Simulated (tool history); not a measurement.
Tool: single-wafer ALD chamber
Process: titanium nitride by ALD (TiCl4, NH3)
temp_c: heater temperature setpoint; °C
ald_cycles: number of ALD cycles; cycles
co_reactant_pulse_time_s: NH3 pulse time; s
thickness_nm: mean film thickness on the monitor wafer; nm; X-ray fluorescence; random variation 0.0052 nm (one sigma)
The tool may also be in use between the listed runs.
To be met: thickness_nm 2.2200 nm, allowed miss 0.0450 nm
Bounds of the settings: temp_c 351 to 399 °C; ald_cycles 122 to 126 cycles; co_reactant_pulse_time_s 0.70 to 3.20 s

run,hour,temp_c,ald_cycles,co_reactant_pulse_time_s,thickness_nm
1,0.0,375,122,1.95,2.4273
2,7.0,375,126,1.95,2.4923
3,15.6,372,125,1.79,2.4660
4,23.7,372,126,1.79,2.4774
5,25.1,372,126,1.28,2.4132
6,27.3,370,125,1.21,2.3797
7,33.7,370,125,1.21,2.3811
8,37.4,370,125,1.21,2.3920
9,40.5,368,125,1.15,2.3630
10,43.0,367,125,1.09,2.3475
11,48.8,366,125,1.05,2.3256
12,52.7,365,125,1.05,2.3299
13,54.1,357,122,0.70,2.1162
14,57.2,358,122,0.70,2.1205
15,61.2,359,122,0.70,2.1324
16,69.3,359,122,0.70,2.1273
# hour 70.2: thermocouple changed; heater temperature recalibrated
17,70.2,360,122,0.70,2.0977
18,75.9,361,122,0.70,2.1062
19,82.7,361,124,0.70,2.1411
20,89.7,362,124,0.71,2.1422
21,98.0,368,126,1.08,2.3432
22,104.2,367,126,1.08,2.3358
23,108.0,366,126,1.08,2.3275
24,114.6,365,126,1.08,2.3222

Which of these 5 next moves meets every target?
A,121.2,363,126,1.22,?
B,121.2,361,123,0.71,?
C,121.2,364,126,1.11,?
D,121.2,369,125,0.71,?
E,121.2,358,124,1.51,?

move,thickness_nm
A,2.3443
B,2.1292
C,2.3271
D,2.2222
E,2.3305
A: further off than the last run
B: takes the result that was furthest off past its target
C: as far off as the last run
D: meets every target
E: further off than the last run
Answer: D
